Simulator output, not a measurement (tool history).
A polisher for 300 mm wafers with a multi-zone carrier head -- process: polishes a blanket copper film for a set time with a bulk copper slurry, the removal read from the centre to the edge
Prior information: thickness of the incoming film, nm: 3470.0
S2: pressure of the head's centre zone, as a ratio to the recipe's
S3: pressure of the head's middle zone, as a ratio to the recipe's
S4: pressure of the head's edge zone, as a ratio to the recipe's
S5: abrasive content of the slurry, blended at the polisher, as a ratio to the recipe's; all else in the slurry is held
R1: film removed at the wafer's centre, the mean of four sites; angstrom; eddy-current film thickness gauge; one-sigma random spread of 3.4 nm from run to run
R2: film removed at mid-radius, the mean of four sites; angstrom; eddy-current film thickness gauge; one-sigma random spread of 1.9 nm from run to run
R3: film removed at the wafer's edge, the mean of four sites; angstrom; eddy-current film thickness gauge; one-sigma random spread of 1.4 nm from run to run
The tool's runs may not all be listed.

run 1 day=0.000 | flow_of_slurry_(ml/min)=175 S2=1.00 S3=1.00 S4=1.00 S5=1.00 polishing_time_(s)=34 | R1=3680.1 R2=3544.3 R3=3515.4
run 2 day=0.308 | flow_of_slurry_(ml/min)=170 S2=1.01 S3=0.98 S4=0.95 S5=0.85 polishing_time_(s)=31 | R1=3172.0 R2=3044.0 R3=3015.8
run 3 day=0.454 | flow_of_slurry_(ml/min)=170 S2=0.95 S3=0.98 S4=0.95 S5=0.85 polishing_time_(s)=31 | R1=3026.0 R2=3025.8 R3=3020.9
run 4 day=0.575 | flow_of_slurry_(ml/min)=170 S2=0.95 S3=0.92 S4=0.95 S5=0.85 polishing_time_(s)=31 | R1=3042.0 R2=2905.4 R3=3002.3
run 5 day=0.692 | flow_of_slurry_(ml/min)=170 S2=0.95 S3=0.92 S4=0.89 S5=0.85 polishing_time_(s)=31 | R1=2890.8 R2=2905.9 R3=2900.2
run 6 day=0.942 | flow_of_slurry_(ml/min)=165 S2=1.00 S3=0.91 S4=0.87 S5=0.75 polishing_time_(s)=29 | R1=2779.2 R2=2570.2 R3=2555.9
run 7 day=1.258 | flow_of_slurry_(ml/min)=155 S2=1.01 S3=0.90 S4=0.85 S5=0.65 polishing_time_(s)=29 | R1=2589.5 R2=2378.6 R3=2419.1
run 8 day=1.588 | flow_of_slurry_(ml/min)=150 S2=1.03 S3=0.91 S4=0.84 S5=0.60 polishing_time_(s)=29 | R1=2580.7 R2=2291.3 R3=2313.6
run 9 day=1.683 | flow_of_slurry_(ml/min)=140 S2=1.04 S3=0.92 S4=0.83 S5=0.60 polishing_time_(s)=29 | R1=2562.9 R2=2285.2 R3=2310.1
run 10 day=1.771 | flow_of_slurry_(ml/min)=140 S2=1.04 S3=0.92 S4=0.83 S5=0.60 polishing_time_(s)=29 | R1=2620.2 R2=2308.9 R3=2280.5
run 11 day=1.896 | flow_of_slurry_(ml/min)=140 S2=1.04 S3=0.92 S4=0.83 S5=0.60 polishing_time_(s)=29 | R1=2630.7 R2=2281.3 R3=2275.6
run 12 day=2.254 | flow_of_slurry_(ml/min)=120 S2=1.03 S3=0.93 S4=0.81 S5=0.50 polishing_time_(s)=28 | R1=2244.0 R2=1990.9 R3=1956.4

The next listed run, before its measurement:
run 13 day=2.308 | flow_of_slurry_(ml/min)=165 S2=1.03 S3=0.93 S4=0.83 S5=0.50 polishing_time_(s)=28 | R1=? R2=? R3=?

Run 13 came out at R1 2328.7 angstrom, R2 2099.5 angstrom, R3 2018.0 angstrom.
